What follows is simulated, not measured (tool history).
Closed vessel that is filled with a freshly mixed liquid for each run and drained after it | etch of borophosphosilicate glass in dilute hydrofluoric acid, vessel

run	day	temperature setpoint of the liquid (°C)	parts of water to one part of 49 % hydrofluoric acid (parts by volume)	time in the liquid (s)	thickness taken off the borophosphosilicate glass on a monitor wafer (angstrom)
1	0	21	110	155	729.5
2	0.296	23.5	110	155	814.65
3	0.633	22	115	155	732.16
4	0.938	23.5	115	155	771.88
5	1.262	21	115	155	698.06
6	1.333	19	115	155	645.93
7	1.421	18.5	120	155	597.52
8	1.662	18.5	120	155	597.56
9	1.712	18	120	155	591.93
10	1.842	17.5	125	155	540.74

Run 11 comes next. What will it give?
11	1.933	17	125	155	?

{"run 11": {"thickness taken off the borophosphosilicate glass on a monitor wafer (angstrom)": 538.18}}

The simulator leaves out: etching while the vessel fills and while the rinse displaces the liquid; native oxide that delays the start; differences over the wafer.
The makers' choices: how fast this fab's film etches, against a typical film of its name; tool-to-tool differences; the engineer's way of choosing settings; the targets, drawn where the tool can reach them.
